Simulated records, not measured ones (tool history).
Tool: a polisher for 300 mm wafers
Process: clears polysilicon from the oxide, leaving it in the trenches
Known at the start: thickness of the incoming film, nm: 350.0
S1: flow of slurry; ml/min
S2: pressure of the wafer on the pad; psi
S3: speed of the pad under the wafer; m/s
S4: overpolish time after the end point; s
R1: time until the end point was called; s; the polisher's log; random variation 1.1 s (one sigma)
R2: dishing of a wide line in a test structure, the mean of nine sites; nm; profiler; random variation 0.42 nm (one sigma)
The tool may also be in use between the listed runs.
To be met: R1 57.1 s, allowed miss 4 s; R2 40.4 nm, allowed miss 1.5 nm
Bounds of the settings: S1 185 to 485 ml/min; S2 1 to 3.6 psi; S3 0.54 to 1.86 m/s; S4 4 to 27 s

{"run": 1, "hour": 0.0, "S1": 310, "S2": 2.3, "S3": 1.18, "S4": 14, "R1": 28.718, "R2": 40.715}
{"run": 2, "hour": 3.0, "S1": 310, "S2": 1.9, "S3": 1.12, "S4": 16, "R1": 33.345, "R2": 41.052}
{"run": 3, "hour": 8.4, "S1": 310, "S2": 1.9, "S3": 1.38, "S4": 16, "R1": 29.079, "R2": 41.071}
{"run": 4, "hour": 9.8, "S1": 310, "S2": 1.7, "S3": 1.38, "S4": 16, "R1": 30.063, "R2": 40.812}
{"run": 5, "hour": 12.3, "S1": 310, "S2": 1.7, "S3": 1.16, "S4": 16, "R1": 35.486, "R2": 41.006}
{"run": 6, "hour": 18.5, "S1": 310, "S2": 1.1, "S3": 1.16, "S4": 16, "R1": 42.739, "R2": 40.549}
{"run": 7, "hour": 22.0, "S1": 300, "S2": 1, "S3": 0.82, "S4": 19, "R1": 61.653, "R2": 38.779}
{"run": 8, "hour": 25.6, "S1": 300, "S2": 1, "S3": 0.82, "S4": 19, "R1": 63.718, "R2": 37.847}

5 next moves are on the table. One of them brings every result within its allowed miss. Which?
{"run": "A", "hour": 29.2, "S1": 255, "S2": 1.7, "S3": 0.54, "S4": 19, "R1": "?", "R2": "?"}
{"run": "B", "hour": 29.2, "S1": 185, "S2": 3.6, "S3": 0.54, "S4": 11, "R1": "?", "R2": "?"}
{"run": "C", "hour": 29.2, "S1": 220, "S2": 2.5, "S3": 0.54, "S4": 14, "R1": "?", "R2": "?"}
{"run": "D", "hour": 29.2, "S1": 460, "S2": 1.7, "S3": 0.68, "S4": 25, "R1": "?", "R2": "?"}
{"run": "E", "hour": 29.2, "S1": 210, "S2": 3.5, "S3": 0.54, "S4": 12, "R1": "?", "R2": "?"}

move=A R1=73.019 R2=37.066
move=B R1=47.681 R2=35.813
move=C R1=59.348 R2=36.058
move=D R1=55.871 R2=40.5
move=E R1=47.683 R2=36.736
A: further off than the last run
B: further off than the last run
C: further off than the last run
D: meets every target
E: further off than the last run
The right move is D.
